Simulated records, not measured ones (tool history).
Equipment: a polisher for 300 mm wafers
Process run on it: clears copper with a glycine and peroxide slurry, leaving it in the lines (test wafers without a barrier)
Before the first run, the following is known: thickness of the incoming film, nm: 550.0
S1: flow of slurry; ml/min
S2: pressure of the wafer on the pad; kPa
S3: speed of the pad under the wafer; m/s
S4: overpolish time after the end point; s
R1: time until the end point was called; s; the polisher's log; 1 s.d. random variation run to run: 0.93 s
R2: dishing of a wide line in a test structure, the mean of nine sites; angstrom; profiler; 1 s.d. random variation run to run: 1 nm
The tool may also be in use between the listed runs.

run	day	S1	S2	S3	S4	R1	R2
1	0.000	160	22.8	1.00	23	71.843	880.19
2	0.371	160	22.8	1.16	23	61.959	948.96
3	0.546	160	18.6	1.16	23	73.532	859.77
4	0.583	160	17.9	1.16	23	76.494	819.42
5	0.742	160	17.2	1.16	23	79.499	793.47
6	0.908	160	16.5	1.16	23	82.275	792.80
7	1.188	160	15.9	1.16	23	85.076	752.61
8	1.525	160	15.2	1.16	23	86.951	726.44
9	1.717	155	14.5	1.16	23	91.082	730.57
10	1.862	150	14.5	1.16	23	92.852	727.40
11	2.112	145	14.5	1.16	23	92.282	715.61
12	2.371	140	14.5	1.16	23	93.616	715.62

Predict the results of run 13:
13	2.579	135	14.5	1.16	23	?	?

{"run 13": {"R1": 93.656, "R2": 708.41}}

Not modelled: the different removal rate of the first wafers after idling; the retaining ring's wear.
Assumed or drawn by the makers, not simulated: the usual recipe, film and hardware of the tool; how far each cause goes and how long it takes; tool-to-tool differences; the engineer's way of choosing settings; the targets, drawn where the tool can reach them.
